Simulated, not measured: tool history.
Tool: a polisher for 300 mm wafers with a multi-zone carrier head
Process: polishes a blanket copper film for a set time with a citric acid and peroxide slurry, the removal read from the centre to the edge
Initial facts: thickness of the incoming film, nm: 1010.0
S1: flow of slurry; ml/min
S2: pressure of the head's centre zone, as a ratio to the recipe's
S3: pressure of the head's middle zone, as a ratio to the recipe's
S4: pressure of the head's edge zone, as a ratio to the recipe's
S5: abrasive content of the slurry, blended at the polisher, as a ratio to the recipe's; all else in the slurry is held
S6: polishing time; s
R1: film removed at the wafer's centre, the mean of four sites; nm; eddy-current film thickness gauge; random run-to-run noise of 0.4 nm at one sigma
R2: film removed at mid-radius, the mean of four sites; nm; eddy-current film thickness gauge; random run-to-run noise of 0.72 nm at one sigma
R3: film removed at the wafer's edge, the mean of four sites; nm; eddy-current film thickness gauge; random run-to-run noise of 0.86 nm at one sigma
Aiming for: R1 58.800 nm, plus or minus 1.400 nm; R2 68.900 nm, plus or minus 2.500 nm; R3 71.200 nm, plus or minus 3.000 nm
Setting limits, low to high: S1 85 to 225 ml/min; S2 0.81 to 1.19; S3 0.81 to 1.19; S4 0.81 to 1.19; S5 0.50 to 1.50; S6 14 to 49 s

{"run": 1, "hour": 0.0, "S1": 145, "S2": 1.0, "S3": 1.0, "S4": 1.0, "S5": 1.0, "S6": 31, "R1": 63.81, "R2": 68.516, "R3": 67.651}
{"run": 2, "hour": 3.7, "S1": 145, "S2": 1.0, "S3": 1.0, "S4": 1.0, "S5": 1.0, "S6": 34, "R1": 69.79, "R2": 75.265, "R3": 74.868}
{"run": 3, "hour": 5.2, "S1": 145, "S2": 1.0, "S3": 1.0, "S4": 0.95, "S5": 1.0, "S6": 34, "R1": 70.038, "R2": 75.059, "R3": 71.51}
{"run": 4, "hour": 13.0, "S1": 130, "S2": 0.97, "S3": 0.99, "S4": 0.97, "S5": 1.0, "S6": 34, "R1": 65.867, "R2": 71.978, "R3": 72.812}
{"run": 5, "hour": 18.0, "S1": 155, "S2": 0.97, "S3": 0.99, "S4": 0.97, "S5": 1.0, "S6": 34, "R1": 68.945, "R2": 75.297, "R3": 74.363}
{"hour": 19.3, "done": "centre zone pressure recalibrated"}
{"run": 6, "hour": 19.3, "S1": 155, "S2": 0.97, "S3": 0.99, "S4": 0.97, "S5": 1.15, "S6": 34, "R1": 74.66, "R2": 77.98, "R3": 75.863}
{"run": 7, "hour": 25.1, "S1": 135, "S2": 0.93, "S3": 0.99, "S4": 0.96, "S5": 1.15, "S6": 34, "R1": 69.687, "R2": 75.189, "R3": 72.863}
{"run": 8, "hour": 26.6, "S1": 120, "S2": 0.89, "S3": 0.99, "S4": 0.97, "S5": 1.15, "S6": 34, "R1": 63.463, "R2": 72.917, "R3": 71.878}
{"run": 9, "hour": 31.1, "S1": 110, "S2": 0.88, "S3": 0.99, "S4": 0.98, "S5": 1.15, "S6": 34, "R1": 62.083, "R2": 71.005, "R3": 69.863}

Exercise: of the 4 proposed moves below, exactly one satisfies all targets within the stated allowed misses. Which move is it?
{"run": "A", "hour": 35.6, "S1": 120, "S2": 0.97, "S3": 1.05, "S4": 0.93, "S5": 1.45, "S6": 31, "R1": "?", "R2": "?", "R3": "?"}
{"run": "B", "hour": 35.6, "S1": 115, "S2": 0.87, "S3": 1.06, "S4": 1.01, "S5": 1.05, "S6": 34, "R1": "?", "R2": "?", "R3": "?"}
{"run": "C", "hour": 35.6, "S1": 110, "S2": 0.86, "S3": 0.92, "S4": 0.9, "S5": 1.25, "S6": 35, "R1": "?", "R2": "?", "R3": "?"}
{"run": "D", "hour": 35.6, "S1": 125, "S2": 0.85, "S3": 0.97, "S4": 1.02, "S5": 1.0, "S6": 33, "R1": "?", "R2": "?", "R3": "?"}

move=A R1=67.743 R2=75.356 R3=68.036
move=B R1=60.690 R2=76.100 R3=71.103
move=C R1=63.425 R2=71.630 R3=71.827
move=D R1=58.309 R2=69.272 R3=69.701
A: further off than the last run
B: further off than the last run
C: further off than the last run
D: all results in spec
Correct choice: D, which meets every target
